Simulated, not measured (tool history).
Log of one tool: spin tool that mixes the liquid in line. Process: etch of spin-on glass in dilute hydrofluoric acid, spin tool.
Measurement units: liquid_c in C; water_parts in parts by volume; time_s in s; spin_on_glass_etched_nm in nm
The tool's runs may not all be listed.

| run | hour | liquid_c | water_parts | time_s | spin_on_glass_etched_nm |
|---|---|---|---|---|---|
| 1 | 0 | 24 | 230 | 30 | 7.5491 |
| 2 | 4.4 | 25 | 220 | 30 | 8.4468 |
| 3 | 6.5 | 26 | 210 | 30 | 9.2416 |
| 4 | 11.3 | 26 | 210 | 20 | 6.0508 |
| 5 | 13.6 | 26 | 210 | 20 | 6.0478 |
| 6 | 18.8 | 28 | 210 | 20 | 6.5747 |
| 7 | 24.1 | 27.5 | 190 | 20 | 7.311 |

Run 8 has not been measured yet. What should we expect?
| 8 | 24.6 | 27 | 175 | 20 | ? |

spin_on_glass_etched_nm: 7.8873 nm
